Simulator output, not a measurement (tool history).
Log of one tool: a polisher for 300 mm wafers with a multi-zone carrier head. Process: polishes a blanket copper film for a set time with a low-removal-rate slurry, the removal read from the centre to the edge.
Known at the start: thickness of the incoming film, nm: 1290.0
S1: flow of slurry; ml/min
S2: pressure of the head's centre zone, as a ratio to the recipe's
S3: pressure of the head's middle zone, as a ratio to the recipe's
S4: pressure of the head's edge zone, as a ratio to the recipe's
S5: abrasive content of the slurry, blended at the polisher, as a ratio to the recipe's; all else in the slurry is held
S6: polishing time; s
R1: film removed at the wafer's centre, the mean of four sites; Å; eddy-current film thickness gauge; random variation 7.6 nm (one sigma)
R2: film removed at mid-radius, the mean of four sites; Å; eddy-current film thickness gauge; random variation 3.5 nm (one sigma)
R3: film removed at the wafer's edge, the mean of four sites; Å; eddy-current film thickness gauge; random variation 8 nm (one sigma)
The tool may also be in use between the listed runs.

| run | hour | S1 | S2 | S3 | S4 | S5 | S6 | R1 | R2 | R3 |
|---|---|---|---|---|---|---|---|---|---|---|
| 1 | 0.0 | 220 | 1.00 | 1.00 | 1.00 | 1.00 | 78 | 3932.9 | 3747.4 | 4053.0 |
| 2 | 8.9 | 220 | 1.00 | 1.00 | 1.00 | 0.80 | 78 | 3647.4 | 3472.3 | 3776.2 |
| 3 | 11.7 | 220 | 1.00 | 1.00 | 0.93 | 0.80 | 78 | 3715.7 | 3570.3 | 3682.4 |
| 4 | 20.4 | 220 | 1.00 | 1.00 | 0.88 | 0.80 | 78 | 3735.3 | 3507.1 | 3532.4 |
| 5 | 25.4 | 195 | 1.00 | 1.00 | 0.88 | 0.80 | 78 | 3676.5 | 3452.9 | 3581.0 |
| 6 | 32.4 | 195 | 1.00 | 1.04 | 0.88 | 0.80 | 78 | 3627.1 | 3573.1 | 3542.5 |
| 7 | 36.3 | 185 | 1.04 | 1.03 | 0.93 | 1.00 | 81 | 4018.0 | 3808.3 | 3880.0 |
|  | 39.4 | edge zone pressure recalibrated |
| 8 | 39.4 | 200 | 1.06 | 1.00 | 0.98 | 1.15 | 84 | 4450.9 | 4105.2 | 4164.3 |
| 9 | 42.5 | 205 | 1.06 | 0.96 | 1.03 | 1.25 | 88 | 4824.3 | 4176.4 | 4646.2 |

The next listed run, before its measurement:
| 10 | 45.1 | 220 | 1.07 | 0.96 | 1.07 | 1.30 | 89 | ? | ? | ? |

{"run 10": {"R1": 4863.9, "R2": 4346.7, "R3": 4842.4}}
